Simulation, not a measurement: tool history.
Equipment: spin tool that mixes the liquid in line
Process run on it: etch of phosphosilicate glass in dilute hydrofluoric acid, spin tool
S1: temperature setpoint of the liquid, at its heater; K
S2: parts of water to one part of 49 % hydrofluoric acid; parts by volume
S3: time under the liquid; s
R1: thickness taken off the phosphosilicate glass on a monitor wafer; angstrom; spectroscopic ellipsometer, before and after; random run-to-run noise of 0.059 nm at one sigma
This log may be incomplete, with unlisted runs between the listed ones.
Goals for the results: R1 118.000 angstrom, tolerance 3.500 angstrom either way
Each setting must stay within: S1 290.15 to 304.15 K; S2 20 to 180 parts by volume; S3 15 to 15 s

run,hour,S1,S2,S3,R1
1,0.0,296.15,100,15,76.642
2,6.0,296.15,75,15,105.500
3,7.7,297.15,75,15,109.360
4,9.1,297.15,60,15,140.030
5,14.9,296.15,60,15,134.570
6,22.2,295.15,60,15,129.230
# hour 30.4: hydrofluoric acid flow meter replaced
7,30.4,294.15,60,15,140.480
8,36.0,294.15,60,15,140.330
9,40.9,294.15,60,15,140.270

Pick the move, out of 4, that brings all results within their allowed miss; only one does.
A,45.8,294.15,70,15,?
B,45.8,298.65,75,15,?
C,45.8,296.15,60,15,?
D,45.8,292.65,45,15,?

move,R1
A,119.190
B,132.760
C,152.920
D,179.320
A: every result within its allowed miss
B: an improvement on the last run, though not all results are within tolerance
C: lands further from the targets than the last run did
D: lands further from the targets than the last run did
Correct choice: A, which meets every target
